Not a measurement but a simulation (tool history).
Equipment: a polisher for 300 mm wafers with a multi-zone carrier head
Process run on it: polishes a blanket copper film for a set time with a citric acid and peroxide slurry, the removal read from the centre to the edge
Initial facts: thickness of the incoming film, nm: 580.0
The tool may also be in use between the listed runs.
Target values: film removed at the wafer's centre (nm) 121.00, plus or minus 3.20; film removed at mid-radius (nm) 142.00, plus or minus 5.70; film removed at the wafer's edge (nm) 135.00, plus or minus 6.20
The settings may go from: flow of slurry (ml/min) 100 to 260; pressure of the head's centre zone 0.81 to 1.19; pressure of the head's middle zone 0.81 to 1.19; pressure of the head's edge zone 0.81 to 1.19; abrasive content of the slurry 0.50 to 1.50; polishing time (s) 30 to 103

run	day	flow of slurry (ml/min)	pressure of the head's centre zone	pressure of the head's middle zone	pressure of the head's edge zone	abrasive content of the slurry	polishing time (s)	film removed at the wafer's centre (nm)	film removed at mid-radius (nm)	film removed at the wafer's edge (nm)
1	0.000	165	1.00	1.00	1.00	1.00	66	162.34	167.85	162.94
2	0.333	200	1.00	1.00	1.00	1.00	66	168.31	169.46	160.88
3	0.533	200	1.05	1.00	1.00	1.00	66	177.73	169.83	165.92
4	0.592	200	1.05	0.93	1.00	1.00	66	176.94	161.33	170.26
5	0.933	200	1.05	0.99	1.00	1.00	66	175.43	166.12	165.49
6	1.012	200	1.13	0.99	1.00	1.00	66	191.85	169.42	163.60
7	1.229	190	1.05	1.00	0.98	0.85	65	165.46	160.01	153.83
8	1.262	180	0.99	0.99	0.96	0.75	65	148.74	152.11	145.62
9	1.404	170	0.95	0.98	0.95	0.70	65	139.30	143.70	139.52

Which single option among these 4 for the next run brings every result within its allowed miss of target? Just one does.
A	1.546	220	1.16	1.00	0.88	0.85	61	?	?	?
B	1.546	140	1.07	0.88	0.97	0.60	75	?	?	?
C	1.546	165	0.85	0.99	0.90	0.65	66	?	?	?
D	1.546	160	0.87	1.12	0.95	0.80	60	?	?	?

move	film removed at the wafer's centre (nm)	film removed at mid-radius (nm)	film removed at the wafer's edge (nm)
A	177.24	148.35	137.64
B	166.06	138.10	150.69
C	123.17	140.87	134.35
D	121.39	149.33	132.45
A: misses by more than the last run did
B: misses by more than the last run did
C: meets every target
D: the worst result of the last run now meets its target, but another is out of spec
Answer: C
